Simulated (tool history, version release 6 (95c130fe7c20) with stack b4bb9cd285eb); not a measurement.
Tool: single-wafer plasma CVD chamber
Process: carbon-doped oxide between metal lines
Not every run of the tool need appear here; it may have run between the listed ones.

run,hour,heater temperature setpoint (deg C),chamber pressure (mTorr),RF power (kW),deposition time (s),mean film thickness on the monitor wafer (nm)
1,0,350,6760,0.655,25.7,141.55
2,3.2,350,6760,0.695,25.7,148.33
3,11.2,342,6760,0.695,25.7,151.35
4,17.6,347,6760,0.695,25.7,148.81
5,21.3,347,6760,0.695,26.6,154.11
6,29.3,351,6760,0.695,26.6,151.88
7,35.8,347,6930,0.715,26.6,157.28
8,42.8,344,7010,0.73,26.6,162.54

What will run 9 give?
9,45.7,342,7150,0.735,26.6,?

{"run 9": {"mean film thickness on the monitor wafer (nm)": 164.16}}
